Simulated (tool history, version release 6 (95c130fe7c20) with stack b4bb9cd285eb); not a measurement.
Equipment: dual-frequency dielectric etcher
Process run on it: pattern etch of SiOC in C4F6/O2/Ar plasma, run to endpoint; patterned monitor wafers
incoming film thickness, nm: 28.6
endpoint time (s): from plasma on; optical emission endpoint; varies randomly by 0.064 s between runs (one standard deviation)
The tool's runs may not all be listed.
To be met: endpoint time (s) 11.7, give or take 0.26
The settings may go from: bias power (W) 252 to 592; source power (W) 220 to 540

run,hour,bias power (W),source power (W),endpoint time (s)
1,0,422,380,10.675
2,2.6,401,380,10.725
3,9.3,401,430,10.279
4,11.7,401,470,9.7789
5,18.9,401,400,10.479
6,21.6,401,470,9.8909
7,24.3,371,450,10.247
8,28.9,347,430,10.584
9,36.3,329,420,10.827
10,44,315,410,11.068
11,46.8,303,400,11.183
12,53.6,294,390,11.413

Below are 5 possible settings for the next run. Only one of them brings all results inside the allowed miss of their targets. Which is it?
A,60.4,318,350,?
B,60.4,331,390,?
C,60.4,257,450,?
D,60.4,259,340,?
E,60.4,271,460,?

move,endpoint time (s)
A,11.761
B,11.184
C,11.247
D,12.479
E,11.022
A: each result inside its tolerance
B: misses by more than the last run did
C: misses by more than the last run did
D: the result that was furthest off in the last run now lies on the other side of its target
E: misses by more than the last run did
Answer: A
